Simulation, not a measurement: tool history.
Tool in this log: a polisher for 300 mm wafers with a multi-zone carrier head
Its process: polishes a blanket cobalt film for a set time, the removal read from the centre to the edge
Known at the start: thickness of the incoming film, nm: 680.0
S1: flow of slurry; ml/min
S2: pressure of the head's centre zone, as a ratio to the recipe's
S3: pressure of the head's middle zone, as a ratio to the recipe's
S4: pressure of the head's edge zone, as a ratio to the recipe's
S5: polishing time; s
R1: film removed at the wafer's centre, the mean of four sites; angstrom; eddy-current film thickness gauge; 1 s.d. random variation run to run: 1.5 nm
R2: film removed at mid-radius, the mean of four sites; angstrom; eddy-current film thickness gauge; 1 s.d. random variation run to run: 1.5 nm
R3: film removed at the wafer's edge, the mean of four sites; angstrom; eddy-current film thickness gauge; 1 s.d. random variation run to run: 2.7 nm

| run | hour | S1 | S2 | S3 | S4 | S5 | R1 | R2 | R3 |
|---|---|---|---|---|---|---|---|---|---|
| 1 | 0 | 185 | 1 | 1 | 1 | 43 | 1810.4 | 1803.6 | 1821.9 |
| 2 | 0.6 | 185 | 1 | 1 | 1.05 | 43 | 1843.8 | 1795.1 | 1865.5 |
| 3 | 6.1 | 185 | 1 | 1 | 1.05 | 35 | 1479.6 | 1450.3 | 1497.9 |
| 4 | 10.8 | 185 | 0.97 | 1 | 1.07 | 37 | 1508.7 | 1530.4 | 1588.8 |
| 5 | 19.4 | 180 | 0.95 | 0.99 | 1.09 | 39 | 1564.5 | 1592.4 | 1736.3 |
| 6 | 24 | 215 | 0.95 | 0.99 | 1.09 | 39 | 1637.6 | 1658.7 | 1763.9 |
| 7 | 27.7 | 220 | 0.93 | 0.99 | 1.11 | 40 | 1641.4 | 1713.9 | 1804 |
| 8 | 31.1 | 215 | 0.92 | 0.98 | 1.12 | 41 | 1661.3 | 1724.7 | 1813 |
| 9 | 32 | 200 | 0.91 | 0.98 | 1.13 | 43 | 1694.3 | 1775 | 1957.7 |
| 10 | 39.6 | 200 | 0.9 | 0.98 | 1.14 | 44 | 1722.6 | 1838 | 2007.2 |
| 11 | 47 | 200 | 0.89 | 0.98 | 1.15 | 45 | 1717.2 | 1859.4 | 2051 |

The next listed run, before its measurement:
| 12 | 52 | 200 | 0.88 | 0.98 | 1.16 | 46 | ? | ? | ? |

R1: 1788.8 angstrom
R2: 1926.1 angstrom
R3: 2075.8 angstrom
